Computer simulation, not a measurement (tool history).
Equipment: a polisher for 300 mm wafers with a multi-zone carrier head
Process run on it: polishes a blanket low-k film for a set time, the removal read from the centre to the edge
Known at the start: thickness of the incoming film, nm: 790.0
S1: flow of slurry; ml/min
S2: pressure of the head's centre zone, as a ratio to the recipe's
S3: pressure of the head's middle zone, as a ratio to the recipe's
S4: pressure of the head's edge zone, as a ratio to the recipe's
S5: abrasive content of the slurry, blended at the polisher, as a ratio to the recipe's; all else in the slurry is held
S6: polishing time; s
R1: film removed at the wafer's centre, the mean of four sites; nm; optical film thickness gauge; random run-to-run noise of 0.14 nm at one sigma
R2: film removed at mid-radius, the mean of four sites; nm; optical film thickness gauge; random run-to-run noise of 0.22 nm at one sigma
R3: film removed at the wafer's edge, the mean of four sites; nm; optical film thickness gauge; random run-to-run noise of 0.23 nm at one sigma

run    day   S1    S2    S3    S4    S5  S6      R1      R2      R3
  1  0.000  185  1.00  1.00  1.00  1.00  59  22.739  22.330  23.196
  2  0.133  185  1.00  1.00  1.00  0.80  59  20.372  20.442  20.893
  3  0.183  185  1.00  1.00  1.00  0.80  45  15.554  15.488  15.799
  4  0.554  185  1.00  1.00  0.92  0.80  45  15.512  15.577  15.212
  5  0.671  190  0.99  1.00  0.95  0.85  45  15.669  16.032  16.266
  6  0.904  190  1.07  1.00  0.95  0.85  45  17.093  15.961  15.999
  7  0.950  200  1.06  1.00  0.98  0.85  45  16.969  16.182  16.257
  8  0.992  205  1.05  1.00  1.00  0.85  45  17.100  16.530  16.255
  9  1.358  200  1.04  1.00  1.01  0.90  45  17.346  16.756  17.150
 10  1.517  205  1.03  1.00  1.03  0.90  45  17.345  16.990  16.836
 11  1.858  195  1.02  1.00  1.03  0.95  45  17.370  17.038  17.496
 12  1.917  190  1.01  1.00  1.04  0.95  45  16.912  16.576  17.568

Estimate the outcome of run 13 from the log above:
 13  1.975  190  1.00  1.00  1.05  0.95  45   ?   ?   ?

R1: 16.782 nm
R2: 17.007 nm
R3: 17.617 nm

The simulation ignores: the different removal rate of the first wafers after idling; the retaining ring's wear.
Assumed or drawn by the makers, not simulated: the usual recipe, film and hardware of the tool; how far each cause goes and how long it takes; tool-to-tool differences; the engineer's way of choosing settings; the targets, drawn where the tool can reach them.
